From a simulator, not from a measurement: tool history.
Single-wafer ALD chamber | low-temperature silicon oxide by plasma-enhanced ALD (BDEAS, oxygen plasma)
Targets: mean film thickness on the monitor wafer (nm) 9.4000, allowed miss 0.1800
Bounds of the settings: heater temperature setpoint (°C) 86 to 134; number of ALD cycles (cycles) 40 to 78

run,day,heater temperature setpoint (°C),number of ALD cycles (cycles),mean film thickness on the monitor wafer (nm)
1,0.000,110,59,7.8281
2,0.338,110,52,6.9084
3,0.600,110,49,6.5457
4,0.721,119,49,6.4070
5,0.779,117,52,6.8145
6,0.896,126,52,6.7434
7,1.221,123,61,7.8804
8,1.338,122,62,8.0069
9,1.608,121,63,8.2213
10,1.871,120,64,8.3641

4 next moves are on the table. One of them brings every result within its allowed miss. Which?
A,2.133,130,62,?
B,2.133,113,77,?
C,2.133,116,72,?
D,2.133,118,61,?

move,mean film thickness on the monitor wafer (nm)
A,7.8574
B,10.0360
C,9.3383
D,7.8858
A: further off than the last run
B: takes the result that was furthest off past its target
C: meets every target
D: further off than the last run
The right move is C.

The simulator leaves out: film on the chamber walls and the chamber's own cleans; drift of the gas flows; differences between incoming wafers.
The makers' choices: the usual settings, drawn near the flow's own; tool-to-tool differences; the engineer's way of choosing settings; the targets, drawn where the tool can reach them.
